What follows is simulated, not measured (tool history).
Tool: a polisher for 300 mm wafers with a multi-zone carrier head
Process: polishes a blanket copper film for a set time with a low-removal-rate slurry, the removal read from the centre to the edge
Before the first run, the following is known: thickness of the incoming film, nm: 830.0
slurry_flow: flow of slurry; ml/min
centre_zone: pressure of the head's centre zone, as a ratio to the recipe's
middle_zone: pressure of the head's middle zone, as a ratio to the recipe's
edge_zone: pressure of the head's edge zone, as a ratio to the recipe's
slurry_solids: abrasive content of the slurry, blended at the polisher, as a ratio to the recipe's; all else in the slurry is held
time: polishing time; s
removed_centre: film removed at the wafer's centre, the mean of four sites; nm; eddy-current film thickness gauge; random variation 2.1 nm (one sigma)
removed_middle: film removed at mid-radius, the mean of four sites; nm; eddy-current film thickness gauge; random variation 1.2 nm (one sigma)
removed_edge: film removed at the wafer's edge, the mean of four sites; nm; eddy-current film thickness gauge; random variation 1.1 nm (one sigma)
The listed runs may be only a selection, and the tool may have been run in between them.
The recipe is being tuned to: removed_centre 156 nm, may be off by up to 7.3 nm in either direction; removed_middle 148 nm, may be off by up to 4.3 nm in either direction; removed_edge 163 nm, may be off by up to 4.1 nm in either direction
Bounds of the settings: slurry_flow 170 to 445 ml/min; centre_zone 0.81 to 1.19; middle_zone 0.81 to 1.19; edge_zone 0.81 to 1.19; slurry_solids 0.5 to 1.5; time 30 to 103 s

run  hour  slurry_flow  centre_zone  middle_zone  edge_zone  slurry_solids  time  removed_centre  removed_middle  removed_edge
  1     0          285            1            1          1              1    66          204.87             201        201.54
  2   0.7          275         0.98         0.96       0.97            0.9    65          197.34          188.83        190.03
  3   5.9          265         0.95         0.93       0.97            0.8    64          175.77          173.21        185.33
  4  13.1          335         0.95         0.93       0.97            0.8    64          185.77          178.26        186.08
  5  20.3          335         1.02         0.93       0.97            0.8    64          204.42          181.31        187.63
  6  21.2          335         1.02         0.93       0.97           0.95    64          205.56          187.53        191.47
  7  24.9          325         0.99          0.9       0.95           0.85    64          199.21          177.79        187.03
  8  25.9          320         0.96         0.88       0.93           0.75    64          185.21          168.62        180.94

Exercise: of the 4 proposed moves below, exactly one satisfies all targets within the stated allowed misses. Which move is it?
  A  26.9          360         0.91         0.86       0.96            0.8    56               ?               ?             ?
  B  26.9          295         0.85         0.94       0.99           0.55    59               ?               ?             ?
  C  26.9          315         1.08         0.96        0.9           0.65    57               ?               ?             ?
  D  26.9          250         0.86         0.86       1.19           0.75    68               ?               ?             ?

move  removed_centre  removed_middle  removed_edge
   A          156.16          147.15         163.5
   B          142.96          155.49        163.35
   C          180.66          157.22        155.06
   D          170.05          170.19        212.46
A: all results in spec
B: nearer the targets than the last run, but a result is still out of spec
C: nearer the targets than the last run, but a result is still out of spec
D: lands further from the targets than the last run did
A meets every target.

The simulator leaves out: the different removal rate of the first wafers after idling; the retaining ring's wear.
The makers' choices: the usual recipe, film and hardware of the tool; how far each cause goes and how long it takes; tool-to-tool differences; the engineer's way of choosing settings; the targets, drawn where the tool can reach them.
